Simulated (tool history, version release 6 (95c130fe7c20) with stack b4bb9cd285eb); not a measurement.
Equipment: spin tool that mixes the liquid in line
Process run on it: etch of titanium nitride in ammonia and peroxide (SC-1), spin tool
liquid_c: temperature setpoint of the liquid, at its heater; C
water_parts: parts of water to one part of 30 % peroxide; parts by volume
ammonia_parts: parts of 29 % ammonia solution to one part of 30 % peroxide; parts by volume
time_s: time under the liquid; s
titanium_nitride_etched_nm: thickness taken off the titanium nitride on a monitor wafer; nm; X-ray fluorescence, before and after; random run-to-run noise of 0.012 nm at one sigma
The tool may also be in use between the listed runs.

| run | hour | liquid_c | water_parts | ammonia_parts | time_s | titanium_nitride_etched_nm |
|---|---|---|---|---|---|---|
| 1 | 0 | 55 | 14 | 0.75 | 25 | 2.9327 |
| 2 | 2.5 | 55 | 14 | 0.5 | 25 | 2.7385 |
| 3 | 5.5 | 53 | 14 | 0.5 | 25 | 2.3859 |
| 4 | 7.2 | 60 | 14 | 0.5 | 25 | 3.8152 |
| 5 | 15.8 | 56.5 | 14 | 0.5 | 25 | 3.0152 |
| 6 | 21.8 | 56.5 | 14 | 0.5 | 25 | 3.028 |

Run 7, settings as shown, results not yet in. Your forecast:
| 7 | 23.1 | 54 | 14 | 0.5 | 25 | ? |

Run 7 gave titanium_nitride_etched_nm 2.5632 nm.
